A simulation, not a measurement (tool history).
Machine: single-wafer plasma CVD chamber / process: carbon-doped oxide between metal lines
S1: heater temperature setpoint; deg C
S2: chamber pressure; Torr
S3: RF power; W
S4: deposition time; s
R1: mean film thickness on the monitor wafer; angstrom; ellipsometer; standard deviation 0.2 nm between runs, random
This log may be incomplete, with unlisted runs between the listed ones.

Run 1, hour 0: S1 370 deg C, S2 4.65 Torr, S3 425 W, S4 15.4 s. Result: R1 736.66 angstrom.
Run 2, hour 6.4: S1 375 deg C, S2 4.13 Torr, S3 410 W, S4 15.4 s. Result: R1 688.67 angstrom.
Run 3, hour 8.8: S1 366 deg C, S2 4.13 Torr, S3 410 W, S4 15.4 s. Result: R1 707.26 angstrom.
Run 4, hour 16.2: S1 372 deg C, S2 3.73 Torr, S3 410 W, S4 15.4 s. Result: R1 685.1 angstrom.
Run 5, hour 18: S1 377 deg C, S2 3.44 Torr, S3 410 W, S4 15.4 s. Result: R1 674.21 angstrom.
Run 6, hour 18.8: S1 380 deg C, S2 3.24 Torr, S3 405 W, S4 15.4 s. Result: R1 651.42 angstrom.

Run 7 has not been measured yet. What should we expect?
Run 7, hour 19.4: S1 383 deg C, S2 3.17 Torr, S3 405 W, S4 15.4 s. Result: R1 ?.

For run 7 the tool returned R1 646.43 angstrom.
